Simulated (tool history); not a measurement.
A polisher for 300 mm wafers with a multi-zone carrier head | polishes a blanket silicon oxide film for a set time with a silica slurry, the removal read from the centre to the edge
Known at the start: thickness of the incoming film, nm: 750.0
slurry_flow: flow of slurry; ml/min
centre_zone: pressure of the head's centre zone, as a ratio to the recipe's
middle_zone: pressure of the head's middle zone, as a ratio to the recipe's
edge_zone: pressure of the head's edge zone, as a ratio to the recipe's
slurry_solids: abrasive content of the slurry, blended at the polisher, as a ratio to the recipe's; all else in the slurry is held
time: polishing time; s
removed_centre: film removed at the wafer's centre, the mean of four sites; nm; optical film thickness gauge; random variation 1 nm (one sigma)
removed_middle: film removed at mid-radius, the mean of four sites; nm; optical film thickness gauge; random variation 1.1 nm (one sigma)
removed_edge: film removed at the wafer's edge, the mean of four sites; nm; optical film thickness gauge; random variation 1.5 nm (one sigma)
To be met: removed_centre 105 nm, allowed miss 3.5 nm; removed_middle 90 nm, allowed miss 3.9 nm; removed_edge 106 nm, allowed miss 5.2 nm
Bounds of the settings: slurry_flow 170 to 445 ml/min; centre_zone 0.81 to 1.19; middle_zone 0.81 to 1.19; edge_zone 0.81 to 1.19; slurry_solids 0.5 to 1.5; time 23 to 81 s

run,day,slurry_flow,centre_zone,middle_zone,edge_zone,slurry_solids,time,removed_centre,removed_middle,removed_edge
1,0,285,1,1,1,1,52,107.77,105.35,104.47
2,0.212,285,1,1,0.93,1,52,106.97,108.05,101.19
3,0.333,280,1,0.97,0.95,1,52,104.82,103.54,102.71
4,0.546,280,0.95,0.97,0.95,1,52,101.87,106.66,100.9
5,0.646,280,0.95,0.97,0.95,0.85,52,93.418,93.494,92.001
6,0.912,285,0.96,0.96,0.98,0.85,52,92.656,94.416,94.957
7,1.262,285,0.99,0.95,0.99,0.85,52,98.118,94.311,95.494
8,1.383,285,1,0.93,1.02,0.85,52,98.335,92.665,95.068
9,1.575,280,1,0.91,1.05,0.85,52,96.898,89.245,98.078
10,1.883,285,1.01,0.91,1.06,0.85,52,98.512,90.807,99.787
11,2.112,290,1.02,0.9,1.07,0.85,52,102.07,91.463,97.076
12,2.429,280,1.02,0.9,1.08,0.85,52,100.2,90.664,98.984
13,2.525,280,1.02,0.89,1.1,0.85,52,99.456,89.794,101.4
14,2.554,280,1.03,0.88,1.11,0.85,52,101.52,87.048,100.33

Which of these 4 next moves meets every target?
A,2.583,295,1.19,0.93,1.11,0.7,55,?,?,?
B,2.583,340,0.99,0.82,1.09,0.8,57,?,?,?
C,2.583,230,1.08,0.81,1.19,1.05,48,?,?,?
D,2.583,200,1.09,0.81,1.19,0.9,53,?,?,?

move,removed_centre,removed_middle,removed_edge
A,104.9,85.779,92.733
B,101.91,89.446,105.04
C,102.42,82.799,103.63
D,102.55,82.434,103.76
A: further off than the last run
B: meets every target
C: brings the result that was furthest off to its target, and leaves another outside
D: brings the result that was furthest off to its target, and leaves another outside
Move B is the one to make.

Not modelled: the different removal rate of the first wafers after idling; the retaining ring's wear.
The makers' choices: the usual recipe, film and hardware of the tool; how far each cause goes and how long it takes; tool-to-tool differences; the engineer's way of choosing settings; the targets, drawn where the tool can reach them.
